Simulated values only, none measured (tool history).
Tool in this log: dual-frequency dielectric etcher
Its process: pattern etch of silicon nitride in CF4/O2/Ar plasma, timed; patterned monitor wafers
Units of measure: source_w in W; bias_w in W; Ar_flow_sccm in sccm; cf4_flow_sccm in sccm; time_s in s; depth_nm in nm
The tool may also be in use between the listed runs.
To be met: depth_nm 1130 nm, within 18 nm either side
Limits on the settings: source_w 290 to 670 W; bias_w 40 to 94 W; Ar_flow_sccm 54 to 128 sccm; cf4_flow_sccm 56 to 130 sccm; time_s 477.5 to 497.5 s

run	hour	source_w	bias_w	Ar_flow_sccm	cf4_flow_sccm	time_s	depth_nm
1	0	480	67	91	93	477.5	895.83
2	6.1	490	67	91	93	477.5	914.86
3	13.7	570	67	91	93	477.5	1069.3
4	20	590	67	91	93	477.5	1112
# hour 28.6: bias power generator calibrated
5	28.6	530	67	91	93	477.5	1013.1
6	34.7	540	67	91	93	477.5	1032.1
7	43.5	550	67	91	93	477.5	1052
8	47.4	570	67	91	93	477.5	1093

Of the 4 settings listed for the next run, only one would bring every result within its allowed miss of target. Which one?
A	51.3	610	69	96	90	477.5	?
B	51.3	670	50	87	97	489.5	?
C	51.3	560	67	87	95	479	?
D	51.3	550	64	96	93	487	?

move	depth_nm
A	1172.7
B	1122.3
C	1082.4
D	1036.3
A: takes the result that was furthest off past its target
B: all results in spec
C: lands further from the targets than the last run did
D: lands further from the targets than the last run did
Move B is the one to make.

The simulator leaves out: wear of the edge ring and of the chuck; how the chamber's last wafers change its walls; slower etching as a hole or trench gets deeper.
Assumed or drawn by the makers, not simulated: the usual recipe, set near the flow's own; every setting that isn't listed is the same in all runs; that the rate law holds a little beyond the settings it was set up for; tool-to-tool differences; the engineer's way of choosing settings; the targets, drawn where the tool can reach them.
